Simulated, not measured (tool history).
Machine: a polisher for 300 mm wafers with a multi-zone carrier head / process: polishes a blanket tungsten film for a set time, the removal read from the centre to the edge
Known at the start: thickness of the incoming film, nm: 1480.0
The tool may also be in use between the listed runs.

run  hour  flow of slurry (ml/min)  pressure of the head's centre zone  pressure of the head's middle zone  pressure of the head's edge zone  abrasive content of the slurry  polishing time (s)  film removed at the wafer's centre (angstrom)  film removed at mid-radius (angstrom)  film removed at the wafer's edge (angstrom)
  1   0.0                      230                                1.00                                1.00                              1.00                            1.00                  89                                         3090.3                                 3049.1                                       3135.5
  2   2.9                      220                                0.94                                1.01                              0.99                            0.85                  81                                         2581.4                                 2845.8                                       2727.4
  3  11.4                      210                                0.90                                0.99                              1.01                            0.75                  74                                         2119.1                                 2438.3                                       2481.1
  4  15.9                      210                                0.90                                0.99                              1.01                            0.75                  66                                         1941.4                                 2186.5                                       2216.5
  5  23.3                      210                                0.90                                0.99                              1.01                            0.75                  50                                         1485.7                                 1628.6                                       1696.4
  6  29.9                      175                                0.90                                0.99                              1.01                            0.75                  50                                         1441.1                                 1613.4                                       1650.7
  7  36.2                      240                                0.89                                1.09                              1.11                            1.00                  53                                         1668.9                                 1939.5                                       1968.7

Estimate the outcome of run 8 from the log above:
  8  42.2                      240                                0.88                                1.10                              1.11                            1.00                  53                                              ?                                      ?                                            ?

{"run 8": {"film removed at the wafer's centre (angstrom)": 1640.8, "film removed at mid-radius (angstrom)": 1975.6, "film removed at the wafer's edge (angstrom)": 1937.6}}
